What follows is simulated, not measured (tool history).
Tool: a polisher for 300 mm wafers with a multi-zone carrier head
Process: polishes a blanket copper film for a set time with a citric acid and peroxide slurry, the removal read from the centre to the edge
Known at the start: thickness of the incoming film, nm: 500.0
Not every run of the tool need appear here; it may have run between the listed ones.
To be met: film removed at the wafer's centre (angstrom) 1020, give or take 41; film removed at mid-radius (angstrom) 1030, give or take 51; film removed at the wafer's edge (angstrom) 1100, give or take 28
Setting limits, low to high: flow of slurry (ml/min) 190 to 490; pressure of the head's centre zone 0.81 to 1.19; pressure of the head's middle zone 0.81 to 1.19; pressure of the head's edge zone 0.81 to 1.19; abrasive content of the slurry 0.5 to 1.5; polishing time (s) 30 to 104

| run | day | flow of slurry (ml/min) | pressure of the head's centre zone | pressure of the head's middle zone | pressure of the head's edge zone | abrasive content of the slurry | polishing time (s) | film removed at the wafer's centre (angstrom) | film removed at mid-radius (angstrom) | film removed at the wafer's edge (angstrom) |
|---|---|---|---|---|---|---|---|---|---|---|
| 1 | 0 | 315 | 1 | 1 | 1 | 1 | 67 | 1690.6 | 1702.7 | 1633.4 |
| 2 | 0.1 | 370 | 1 | 1 | 1 | 1 | 67 | 1732.5 | 1718.2 | 1636.1 |
| 3 | 0.35 | 370 | 1 | 1 | 1 | 0.9 | 67 | 1675.4 | 1630.2 | 1596.5 |
| 4 | 0.5 | 370 | 1 | 1 | 1 | 0.9 | 80 | 1972.4 | 1998.2 | 1900.9 |
| 5 | 0.796 | 370 | 0.98 | 0.99 | 0.99 | 0.85 | 77 | 1855.1 | 1820.3 | 1782 |
| 6 | 1.117 | 330 | 0.98 | 0.99 | 0.99 | 0.85 | 77 | 1814.3 | 1860.8 | 1764.5 |
| 7 | 1.225 | 330 | 0.96 | 0.98 | 0.99 | 0.8 | 75 | 1679.6 | 1738.7 | 1674.9 |
| 8 | 1.562 | 330 | 0.95 | 0.97 | 0.98 | 0.75 | 73 | 1570.2 | 1657.5 | 1604.4 |
| 9 | 1.679 | 300 | 0.92 | 0.87 | 0.89 | 0.5 | 55 | 959.5 | 938.52 | 958.1 |
| 10 | 2.012 | 305 | 0.92 | 0.87 | 0.91 | 0.5 | 55 | 962.22 | 927.88 | 982.06 |
| 11 | 2.217 | 310 | 0.92 | 0.88 | 0.92 | 0.5 | 55 | 979.4 | 969.22 | 978.66 |
| 12 | 2.508 | 310 | 0.92 | 0.88 | 0.94 | 0.5 | 55 | 970.03 | 931.6 | 989.2 |
| 13 | 2.562 | 315 | 0.92 | 0.89 | 0.95 | 0.5 | 55 | 966.44 | 961.45 | 999.97 |
| 14 | 2.933 | 320 | 0.92 | 0.89 | 0.96 | 0.5 | 55 | 962.91 | 991.84 | 1002.6 |
| 15 | 3.267 | 320 | 0.92 | 0.89 | 0.97 | 0.5 | 55 | 992.09 | 983.68 | 1024.6 |

Which single option among these 5 for the next run brings every result within its allowed miss of target? Just one does.
| A | 3.6 | 305 | 0.93 | 0.93 | 0.97 | 0.5 | 57 | ? | ? | ? |
| B | 3.6 | 335 | 0.98 | 0.96 | 0.92 | 0.5 | 52 | ? | ? | ? |
| C | 3.6 | 320 | 0.87 | 0.85 | 0.95 | 0.6 | 56 | ? | ? | ? |
| D | 3.6 | 350 | 0.92 | 0.95 | 0.95 | 0.55 | 53 | ? | ? | ? |
| E | 3.6 | 490 | 0.96 | 1.14 | 0.94 | 0.5 | 50 | ? | ? | ? |

| move | film removed at the wafer's centre (angstrom) | film removed at mid-radius (angstrom) | film removed at the wafer's edge (angstrom) |
|---|---|---|---|
| A | 1032 | 1030.7 | 1046.3 |
| B | 1001.3 | 974.53 | 939.76 |
| C | 1041.1 | 1030 | 1116 |
| D | 1010.7 | 1036.9 | 1021.3 |
| E | 975.65 | 1116.7 | 930.46 |
A: nearer the targets than the last run, but a result is still out of spec
B: the biggest miss grows against the last run
C: hits every target within its allowed miss
D: no nearer and no further than the last run
E: the biggest miss grows against the last run
Answer: C
